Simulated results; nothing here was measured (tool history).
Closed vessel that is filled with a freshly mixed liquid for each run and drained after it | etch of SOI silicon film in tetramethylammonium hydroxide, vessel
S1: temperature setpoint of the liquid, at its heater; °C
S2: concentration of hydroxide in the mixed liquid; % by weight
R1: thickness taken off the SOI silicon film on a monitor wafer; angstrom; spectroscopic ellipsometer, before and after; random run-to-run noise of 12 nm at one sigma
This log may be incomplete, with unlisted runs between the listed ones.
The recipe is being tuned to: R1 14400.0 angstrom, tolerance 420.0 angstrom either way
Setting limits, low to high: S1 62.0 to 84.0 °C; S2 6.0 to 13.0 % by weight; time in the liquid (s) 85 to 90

Run 1, hour 0.0: S1 75.0 °C, S2 9.0 % by weight, time in the liquid (s) 85. Result: R1 8278.3 angstrom.
Run 2, hour 2.5: S1 75.0 °C, S2 9.0 % by weight, time in the liquid (s) 85. Result: R1 8337.4 angstrom.
Run 3, hour 8.0: S1 79.0 °C, S2 9.0 % by weight, time in the liquid (s) 85. Result: R1 10480.0 angstrom.
Run 4, hour 10.8: S1 80.5 °C, S2 9.0 % by weight, time in the liquid (s) 85. Result: R1 11455.0 angstrom.
Run 5, hour 11.9: S1 80.5 °C, S2 9.0 % by weight, time in the liquid (s) 85. Result: R1 11387.0 angstrom.
Run 6, hour 18.0: S1 81.5 °C, S2 9.0 % by weight, time in the liquid (s) 85. Result: R1 12076.0 angstrom.
Run 7, hour 20.8: S1 82.0 °C, S2 9.0 % by weight, time in the liquid (s) 85. Result: R1 12426.0 angstrom.
Run 8, hour 21.5: S1 82.5 °C, S2 9.0 % by weight, time in the liquid (s) 85. Result: R1 12631.0 angstrom.
Run 9, hour 24.2: S1 83.0 °C, S2 9.0 % by weight, time in the liquid (s) 85. Result: R1 13174.0 angstrom.

Consider the 4 candidate settings below. Which is the only one whose results all fall within their allowed miss of target?
Run A, hour 26.9: S1 84.0 °C, S2 9.5 % by weight, time in the liquid (s) 85. Result: R1 ?.
Run B, hour 26.9: S1 81.5 °C, S2 9.5 % by weight, time in the liquid (s) 85. Result: R1 ?.
Run C, hour 26.9: S1 81.5 °C, S2 7.5 % by weight, time in the liquid (s) 85. Result: R1 ?.
Run D, hour 26.9: S1 83.5 °C, S2 8.5 % by weight, time in the liquid (s) 90. Result: R1 ?.

move       R1
   A  13571.0
   B  11840.0
   C  12817.0
   D  14562.0
A: an improvement on the last run, though not all results are within tolerance
B: moves away from the targets compared with the last run
C: moves away from the targets compared with the last run
D: all results land within tolerance of their targets
The move that meets every target is D.
